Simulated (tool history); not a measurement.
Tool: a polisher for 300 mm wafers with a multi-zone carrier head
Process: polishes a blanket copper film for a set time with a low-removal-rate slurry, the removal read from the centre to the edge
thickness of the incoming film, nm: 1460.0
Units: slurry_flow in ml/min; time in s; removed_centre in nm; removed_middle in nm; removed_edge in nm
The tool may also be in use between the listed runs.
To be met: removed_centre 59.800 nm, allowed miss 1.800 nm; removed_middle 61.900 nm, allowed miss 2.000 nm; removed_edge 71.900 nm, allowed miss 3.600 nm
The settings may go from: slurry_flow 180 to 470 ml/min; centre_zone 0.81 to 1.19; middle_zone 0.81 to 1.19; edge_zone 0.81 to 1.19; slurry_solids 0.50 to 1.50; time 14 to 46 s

run  hour  slurry_flow  centre_zone  middle_zone  edge_zone  slurry_solids  time  removed_centre  removed_middle  removed_edge
  1   0.0          300         1.00         1.00       1.00           1.00    30          89.264          88.852        87.600
  2   2.0          295         0.97         0.97       1.00           0.90    29          82.097          83.257        83.887
  3   5.5          295         1.04         0.97       1.00           0.90    29          87.380          81.333        81.494
  4   8.3          295         1.04         0.97       1.05           0.90    29          87.034          81.846        87.075
  5  10.3          290         1.01         0.94       1.05           0.80    28          79.991          75.638        81.360
  6  16.1          290         1.01         0.98       1.05           0.80    28          80.474          78.110        84.066
  7  19.1          250         0.91         0.88       1.11           0.55    27          64.862          64.332        73.481
  8  25.7          245         0.90         0.87       1.11           0.55    27          63.198          62.970        75.076

4 next moves are on the table. One of them brings every result within its allowed miss. Which?
  A  32.3          225         0.97         0.94       1.03           0.50    26               ?               ?             ?
  B  32.3          260         0.91         0.81       1.05           0.65    28               ?               ?             ?
  C  32.3          275         0.87         0.94       1.02           0.55    26               ?               ?             ?
  D  32.3          260         0.90         0.91       1.14           0.55    25               ?               ?             ?

move  removed_centre  removed_middle  removed_edge
   A          64.993          63.213        69.170
   B          69.201          63.461        79.098
   C          60.323          65.373        70.813
   D          59.662          60.842        71.735
A: further off than the last run
B: further off than the last run
C: brings the result that was furthest off to its target, and leaves another outside
D: meets every target
Move D is the one to make.
